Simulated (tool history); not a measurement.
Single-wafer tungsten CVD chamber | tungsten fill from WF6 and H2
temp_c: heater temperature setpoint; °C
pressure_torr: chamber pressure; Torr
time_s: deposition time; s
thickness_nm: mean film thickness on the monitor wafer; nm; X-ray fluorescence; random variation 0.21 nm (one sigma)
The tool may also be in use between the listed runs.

Run 1, day 0.000: temp_c 375 °C, pressure_torr 28.5 Torr, time_s 25.9 s. Result: thickness_nm 47.996 nm.
Run 2, day 0.029: temp_c 377 °C, pressure_torr 28.5 Torr, time_s 25.9 s. Result: thickness_nm 49.901 nm.
Run 3, day 0.375: temp_c 379 °C, pressure_torr 28.5 Torr, time_s 25.9 s. Result: thickness_nm 51.878 nm.
Run 4, day 0.633: temp_c 380 °C, pressure_torr 28.5 Torr, time_s 25.9 s. Result: thickness_nm 52.475 nm.
Run 5, day 0.717: temp_c 381 °C, pressure_torr 28.5 Torr, time_s 25.9 s. Result: thickness_nm 53.480 nm.
Run 6, day 0.925: temp_c 381 °C, pressure_torr 28.5 Torr, time_s 26.7 s. Result: thickness_nm 55.202 nm.

Forecast run 7:
Run 7, day 1.296: temp_c 381 °C, pressure_torr 28.5 Torr, time_s 26.7 s. Result: thickness_nm ?.

thickness_nm: 55.272 nm
